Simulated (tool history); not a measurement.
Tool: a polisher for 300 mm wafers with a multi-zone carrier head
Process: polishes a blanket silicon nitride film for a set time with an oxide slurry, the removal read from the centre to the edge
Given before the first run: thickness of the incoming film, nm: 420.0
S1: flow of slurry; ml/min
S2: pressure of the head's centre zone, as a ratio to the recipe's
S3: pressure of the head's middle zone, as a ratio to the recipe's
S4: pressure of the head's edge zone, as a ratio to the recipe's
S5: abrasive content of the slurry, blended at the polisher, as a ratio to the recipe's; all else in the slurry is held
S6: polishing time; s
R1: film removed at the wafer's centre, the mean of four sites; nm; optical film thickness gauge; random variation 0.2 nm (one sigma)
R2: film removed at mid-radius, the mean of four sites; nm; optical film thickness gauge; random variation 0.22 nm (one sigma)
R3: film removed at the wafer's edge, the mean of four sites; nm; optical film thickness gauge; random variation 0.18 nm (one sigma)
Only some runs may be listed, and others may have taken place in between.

{"run": 1, "hour": 0.0, "S1": 300, "S2": 1, "S3": 1, "S4": 1, "S5": 1, "S6": 84, "R1": 38.149, "R2": 37.838, "R3": 39.318}
{"run": 2, "hour": 4.5, "S1": 300, "S2": 0.99, "S3": 1, "S4": 0.98, "S5": 0.9, "S6": 77, "R1": 32.77, "R2": 32.618, "R3": 33.381}
{"run": 3, "hour": 12.0, "S1": 300, "S2": 0.98, "S3": 1, "S4": 0.96, "S5": 0.85, "S6": 73, "R1": 29.621, "R2": 29.823, "R3": 30.612}
{"run": 4, "hour": 14.7, "S1": 300, "S2": 1.06, "S3": 1, "S4": 0.96, "S5": 0.85, "S6": 73, "R1": 32.519, "R2": 29.949, "R3": 30.143}
{"run": 5, "hour": 23.3, "S1": 300, "S2": 1.04, "S3": 1, "S4": 0.94, "S5": 0.8, "S6": 69, "R1": 28.381, "R2": 26.626, "R3": 27.505}
{"hour": 26.8, "done": "slurry nozzle cleaned"}
{"run": 6, "hour": 26.8, "S1": 250, "S2": 1.04, "S3": 1, "S4": 0.94, "S5": 0.8, "S6": 69, "R1": 29.946, "R2": 28.716, "R3": 28.141}
{"run": 7, "hour": 28.2, "S1": 250, "S2": 1.03, "S3": 1, "S4": 0.92, "S5": 0.75, "S6": 66, "R1": 27.48, "R2": 26.597, "R3": 25.83}
{"run": 8, "hour": 30.8, "S1": 250, "S2": 1.03, "S3": 1, "S4": 0.92, "S5": 0.75, "S6": 66, "R1": 27.397, "R2": 25.999, "R3": 25.798}
{"run": 9, "hour": 32.9, "S1": 245, "S2": 1.02, "S3": 1, "S4": 0.91, "S5": 0.7, "S6": 64, "R1": 24.826, "R2": 24.008, "R3": 23.662}
{"run": 10, "hour": 40.2, "S1": 250, "S2": 0.94, "S3": 0.97, "S4": 0.82, "S5": 0.5, "S6": 60, "R1": 16.368, "R2": 16.867, "R3": 16.331}
{"run": 11, "hour": 48.7, "S1": 250, "S2": 0.95, "S3": 0.98, "S4": 0.84, "S5": 0.5, "S6": 59, "R1": 16.458, "R2": 16.621, "R3": 16.013}
{"run": 12, "hour": 56.2, "S1": 250, "S2": 0.95, "S3": 0.99, "S4": 0.87, "S5": 0.5, "S6": 59, "R1": 16.421, "R2": 16.632, "R3": 16.348}
{"run": 13, "hour": 57.1, "S1": 250, "S2": 0.96, "S3": 1.01, "S4": 0.89, "S5": 0.5, "S6": 59, "R1": 16.818, "R2": 17.104, "R3": 16.092}
{"run": 14, "hour": 64.1, "S1": 275, "S2": 0.93, "S3": 1, "S4": 0.94, "S5": 0.75, "S6": 60, "R1": 22.63, "R2": 24.276, "R3": 23.496}
{"run": 15, "hour": 68.8, "S1": 275, "S2": 0.93, "S3": 1, "S4": 0.94, "S5": 0.75, "S6": 60, "R1": 23.01, "R2": 24.337, "R3": 23.95}
{"run": 16, "hour": 70.5, "S1": 290, "S2": 0.93, "S3": 1, "S4": 0.92, "S5": 0.75, "S6": 60, "R1": 23.33, "R2": 24.566, "R3": 23.749}

Run 17 is up next; what results do you expect?
{"run": 17, "hour": 72.4, "S1": 305, "S2": 0.91, "S3": 0.95, "S4": 0.84, "S5": 0.5, "S6": 50, "R1": "?", "R2": "?", "R3": "?"}

For run 17 the tool returned R1 13.335 nm, R2 14.074 nm, R3 13.843 nm.
